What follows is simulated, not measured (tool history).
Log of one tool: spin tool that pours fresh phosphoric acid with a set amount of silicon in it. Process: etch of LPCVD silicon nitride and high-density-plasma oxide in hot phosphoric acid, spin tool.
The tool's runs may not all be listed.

run	hour	temperature setpoint of the liquid (°C)	silicon dissolved in the acid as it is poured (mg a litre)	time under the liquid (s)	thickness taken off the LPCVD silicon nitride on a monitor wafer (Å)	thickness taken off the high-density-plasma oxide on a monitor wafer (Å)
1	0	163	12.5	180	168.28	9.393
2	5.2	163	11	170	160.03	9.222
3	12.3	163	6	170	159.58	9.8702
4	12.9	163	5.5	160	151.09	8.9829
5	18	162.5	5.5	160	147.25	8.7849
6	19.4	163	5	150	141.06	8.9488
7	23	163	4.5	140	131.82	7.9434
8	24	163.5	4	130	123.98	8.6185
9	25.7	163.5	4	130	123.63	8.1103
10	27.5	163.5	3.5	125	118.56	8.0684
11	32.1	163.5	3.5	120	115.73	8.042
12	38.1	163.5	3.5	120	115.11	7.6228

Run 13 is up next; what results do you expect?
13	46.3	163.5	3	115	?	?

thickness taken off the LPCVD silicon nitride on a monitor wafer (Å): 110.9
thickness taken off the high-density-plasma oxide on a monitor wafer (Å): 7.6564
